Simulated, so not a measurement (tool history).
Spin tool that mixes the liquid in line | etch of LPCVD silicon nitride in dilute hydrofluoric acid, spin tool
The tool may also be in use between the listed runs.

run	hour	temperature setpoint of the liquid (C)	parts of water to one part of 49 % hydrofluoric acid (parts by volume)	time under the liquid (s)	thickness taken off the LPCVD silicon nitride on a monitor wafer (nm)
1	0.0	26.0	120	50	0.25503
2	3.2	25.0	120	50	0.23922
3	6.4	24.0	120	50	0.22176
4	8.1	24.0	120	50	0.22328
5	9.1	26.0	120	50	0.25678
6	12.4	25.0	120	50	0.23289
7	15.5	24.0	120	50	0.22425
8	22.1	23.0	120	50	0.20606
9	30.4	22.5	120	50	0.20307
10	37.7	22.0	120	50	0.19452

Forecast run 11:
11	43.2	21.5	120	50	?

thickness taken off the LPCVD silicon nitride on a monitor wafer (nm): 0.18519

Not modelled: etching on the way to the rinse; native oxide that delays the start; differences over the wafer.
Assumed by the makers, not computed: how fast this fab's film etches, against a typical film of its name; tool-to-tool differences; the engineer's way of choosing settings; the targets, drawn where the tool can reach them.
